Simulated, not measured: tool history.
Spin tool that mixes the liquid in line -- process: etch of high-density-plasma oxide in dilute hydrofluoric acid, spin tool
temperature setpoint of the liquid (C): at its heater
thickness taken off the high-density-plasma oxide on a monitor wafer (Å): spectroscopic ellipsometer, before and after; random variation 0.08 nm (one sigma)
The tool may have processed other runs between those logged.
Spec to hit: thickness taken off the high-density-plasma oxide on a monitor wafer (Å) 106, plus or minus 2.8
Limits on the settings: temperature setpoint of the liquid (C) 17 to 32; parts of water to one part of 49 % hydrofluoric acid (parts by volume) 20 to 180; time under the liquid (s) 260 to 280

run	hour	temperature setpoint of the liquid (C)	parts of water to one part of 49 % hydrofluoric acid (parts by volume)	time under the liquid (s)	thickness taken off the high-density-plasma oxide on a monitor wafer (Å)
1	0	24	100	260	148.74
2	5.5	23	100	260	141.24
3	7.2	22	100	260	136.11
4	8.8	19.5	100	260	122.63
5	14.1	19	100	260	121.61
6	16.8	19	100	280	131.53
7	25.7	18.5	100	280	128.6
8	34.3	17.5	105	280	114.71

Next run, 5 choices. One meets every target within its allowed miss, the rest don't. Which?
A	42.9	17	100	260	?
B	42.9	17	115	270	?
C	42.9	17	115	265	?
D	42.9	17.5	110	270	?
E	42.9	17	110	260	?

move	thickness taken off the high-density-plasma oxide on a monitor wafer (Å)
A	111.75
B	99.433
C	97.591
D	106.68
E	100.59
A: nearer the targets than the last run, but a result is still out of spec
B: takes the biggest miss from the last run beyond its target
C: takes the biggest miss from the last run beyond its target
D: all results in spec
E: takes the biggest miss from the last run beyond its target
Answer: D
